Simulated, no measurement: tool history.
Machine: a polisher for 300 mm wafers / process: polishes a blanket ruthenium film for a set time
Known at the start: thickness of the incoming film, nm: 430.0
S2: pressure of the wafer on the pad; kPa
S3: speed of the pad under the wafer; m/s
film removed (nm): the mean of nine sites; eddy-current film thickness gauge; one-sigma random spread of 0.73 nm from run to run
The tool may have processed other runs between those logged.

run 1 day=0.000 | flow_of_slurry_(ml/min)=250 S2=15.9 S3=1.06 polishing_time_(s)=69 | film_removed_(nm)=81.691
run 2 day=0.321 | flow_of_slurry_(ml/min)=195 S2=15.9 S3=1.06 polishing_time_(s)=69 | film_removed_(nm)=78.529
run 3 day=0.679 | flow_of_slurry_(ml/min)=195 S2=15.2 S3=1.06 polishing_time_(s)=69 | film_removed_(nm)=76.358
run 4 day=0.979 | flow_of_slurry_(ml/min)=195 S2=15.2 S3=1.06 polishing_time_(s)=73 | film_removed_(nm)=80.817
run 5 day=1.350 | flow_of_slurry_(ml/min)=195 S2=17.2 S3=1.06 polishing_time_(s)=73 | film_removed_(nm)=91.302
run 6 day=1.529 | flow_of_slurry_(ml/min)=195 S2=15.9 S3=1.06 polishing_time_(s)=73 | film_removed_(nm)=84.513
run 7 day=1.662 | flow_of_slurry_(ml/min)=195 S2=15.2 S3=1.06 polishing_time_(s)=73 | film_removed_(nm)=80.667
run 8 day=1.800 | flow_of_slurry_(ml/min)=195 S2=14.5 S3=1.06 polishing_time_(s)=73 | film_removed_(nm)=77.708

Predict the results of run 9:
run 9 day=1.829 | flow_of_slurry_(ml/min)=195 S2=11.0 S3=1.04 polishing_time_(s)=73 | film_removed_(nm)=?

For run 9 the tool returned film removed (nm) 57.876.
